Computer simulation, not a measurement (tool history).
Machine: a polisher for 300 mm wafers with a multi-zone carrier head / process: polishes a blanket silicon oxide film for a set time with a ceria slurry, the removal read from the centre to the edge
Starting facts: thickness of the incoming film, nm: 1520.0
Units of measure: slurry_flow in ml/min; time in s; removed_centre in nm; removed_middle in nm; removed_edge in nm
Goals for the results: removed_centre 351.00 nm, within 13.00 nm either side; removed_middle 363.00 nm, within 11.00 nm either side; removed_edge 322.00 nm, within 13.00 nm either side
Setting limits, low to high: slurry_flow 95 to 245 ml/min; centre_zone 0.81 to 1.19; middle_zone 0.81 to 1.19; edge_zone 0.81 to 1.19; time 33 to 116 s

run	hour	slurry_flow	centre_zone	middle_zone	edge_zone	time	removed_centre	removed_middle	removed_edge
1	0.0	155	1.00	1.00	1.00	74	300.77	292.39	297.43
2	0.6	155	1.00	1.00	1.00	82	332.45	324.73	335.02
3	4.2	155	1.00	1.00	1.00	75	304.25	297.89	293.19
4	7.5	155	1.00	1.00	1.00	85	343.32	335.95	337.94
5	15.9	190	1.00	1.00	1.00	85	354.61	349.11	354.56
6	20.8	190	1.00	0.94	1.00	85	354.31	336.08	344.62
7	25.9	195	1.00	0.95	0.98	85	357.05	326.53	345.56
8	32.0	195	1.01	0.97	0.98	84	361.61	336.61	338.50

Which of these 5 next moves meets every target?
A	38.1	185	1.10	0.99	0.92	80	?	?	?
B	38.1	160	1.00	0.82	1.01	89	?	?	?
C	38.1	210	0.95	1.14	0.96	85	?	?	?
D	38.1	180	0.95	1.04	1.04	87	?	?	?
E	38.1	245	0.99	1.09	0.90	80	?	?	?

move	removed_centre	removed_middle	removed_edge
A	363.95	324.89	314.45
B	356.73	301.37	356.99
C	341.36	397.19	344.01
D	339.80	366.87	357.75
E	342.49	367.09	320.83
A: misses by more than the last run did
B: misses by more than the last run did
C: takes the result that was furthest off past its target
D: puts the biggest miss on target and leaves a different result outside tolerance
E: in spec on every target
Move E is the one to make.
